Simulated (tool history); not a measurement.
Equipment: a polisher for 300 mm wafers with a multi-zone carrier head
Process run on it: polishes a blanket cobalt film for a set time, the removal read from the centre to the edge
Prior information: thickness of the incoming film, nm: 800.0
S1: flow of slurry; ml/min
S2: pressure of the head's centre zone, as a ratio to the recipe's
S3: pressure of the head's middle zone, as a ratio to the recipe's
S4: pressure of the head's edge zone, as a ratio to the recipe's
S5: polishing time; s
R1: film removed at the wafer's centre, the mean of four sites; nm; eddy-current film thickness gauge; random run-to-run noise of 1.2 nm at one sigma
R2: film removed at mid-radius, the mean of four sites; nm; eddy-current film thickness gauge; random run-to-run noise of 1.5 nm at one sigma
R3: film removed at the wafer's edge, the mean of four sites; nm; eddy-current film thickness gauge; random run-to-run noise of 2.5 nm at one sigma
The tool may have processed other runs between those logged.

run  hour   S1    S2    S3    S4  S5      R1      R2      R3
  1     0  190     1     1     1  75  256.08  261.56  250.29
  2   8.4  175  0.95  0.98  0.97  70  224.58  238.02  227.38
  3  16.9  165  0.91  0.96  0.96  66  202.32  216.45  216.36
  4  19.5  160  0.88  0.96  0.94  63  185.28  204.72  201.41
  5  24.8  150  0.86  0.96  0.93  62  174.46  200.56  207.41
  6  30.5  150   0.9  0.96  0.93  62  181.87  199.97   204.3

Predict the results of run 7:
  7  37.1  160  0.88  0.96  0.91  60   ?   ?   ?

For run 7 the tool returned R1 175.31 nm, R2 194.96 nm, R3 196.82 nm.
